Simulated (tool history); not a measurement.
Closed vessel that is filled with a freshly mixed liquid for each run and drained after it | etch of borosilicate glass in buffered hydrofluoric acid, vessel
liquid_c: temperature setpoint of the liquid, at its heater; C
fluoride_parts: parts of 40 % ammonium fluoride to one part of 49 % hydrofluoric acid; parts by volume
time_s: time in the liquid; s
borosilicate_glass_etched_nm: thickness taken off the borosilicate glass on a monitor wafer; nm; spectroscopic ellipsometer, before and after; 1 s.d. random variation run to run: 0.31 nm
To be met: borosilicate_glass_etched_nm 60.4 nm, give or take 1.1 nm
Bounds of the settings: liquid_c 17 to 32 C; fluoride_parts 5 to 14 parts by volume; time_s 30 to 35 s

run	day	liquid_c	fluoride_parts	time_s	borosilicate_glass_etched_nm
1	0	24	8.5	35	45.852
2	0.204	21	8.5	35	39.234
3	0.504	21	9.5	35	35.209
4	0.721	22	9.5	35	37.688
5	0.992	23	9.5	35	39.622
6	1.183	23	11.5	35	33.2
# day 1.496: thermometer replaced
7	1.496	24	11.5	35	38.609
8	1.704	28	11.5	35	47.176
9	2.025	28.5	11.5	35	48.903
10	2.312	29	11.5	35	50.592
11	2.392	29.5	11.5	35	51.636
12	2.633	30	11.5	35	52.565

Consider the 5 candidate settings below. Which is the only one whose results all fall within their allowed miss of target?
A	2.875	28.5	10	30	?
B	2.875	30	12	30	?
C	2.875	26.5	10	30	?
D	2.875	30.5	8.5	30	?
E	2.875	29.5	11	30	?

move	borosilicate_glass_etched_nm
A	47.829
B	43.211
C	43.074
D	60.424
E	45.871
A: the biggest miss grows against the last run
B: the biggest miss grows against the last run
C: the biggest miss grows against the last run
D: all results land within tolerance of their targets
E: the biggest miss grows against the last run
So the answer is move D, the one that meets all the targets.
